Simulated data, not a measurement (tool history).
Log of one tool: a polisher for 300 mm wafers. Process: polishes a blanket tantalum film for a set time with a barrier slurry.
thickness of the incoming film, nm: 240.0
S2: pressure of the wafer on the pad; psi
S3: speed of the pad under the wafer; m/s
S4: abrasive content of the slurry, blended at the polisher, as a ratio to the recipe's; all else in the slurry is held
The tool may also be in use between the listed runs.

Run 1, hour 0: flow of slurry (ml/min) 220, S2 2.3 psi, S3 0.96 m/s, S4 1, polishing time (s) 58. Result: film removed (Å) 990.85.
Run 2, hour 3.8: flow of slurry (ml/min) 220, S2 2.2 psi, S3 0.96 m/s, S4 1, polishing time (s) 58. Result: film removed (Å) 962.71.
Run 3, hour 9.9: flow of slurry (ml/min) 275, S2 2.2 psi, S3 0.96 m/s, S4 1, polishing time (s) 58. Result: film removed (Å) 1000.7.
Run 4, hour 16.7: flow of slurry (ml/min) 330, S2 2.2 psi, S3 0.96 m/s, S4 1, polishing time (s) 58. Result: film removed (Å) 1020.2.
Run 5, hour 19.1: flow of slurry (ml/min) 330, S2 2.1 psi, S3 0.96 m/s, S4 1, polishing time (s) 58. Result: film removed (Å) 956.71.
Run 6, hour 23.9: flow of slurry (ml/min) 330, S2 2.1 psi, S3 0.96 m/s, S4 0.85, polishing time (s) 58. Result: film removed (Å) 922.48.
Run 7, hour 32.4: flow of slurry (ml/min) 330, S2 2 psi, S3 0.96 m/s, S4 0.85, polishing time (s) 58. Result: film removed (Å) 864.79.

Run 8 comes next. What will it give?
Run 8, hour 37.3: flow of slurry (ml/min) 330, S2 1.9 psi, S3 0.96 m/s, S4 0.85, polishing time (s) 58. Result: film removed (Å) ?.

film removed (Å): 830.96

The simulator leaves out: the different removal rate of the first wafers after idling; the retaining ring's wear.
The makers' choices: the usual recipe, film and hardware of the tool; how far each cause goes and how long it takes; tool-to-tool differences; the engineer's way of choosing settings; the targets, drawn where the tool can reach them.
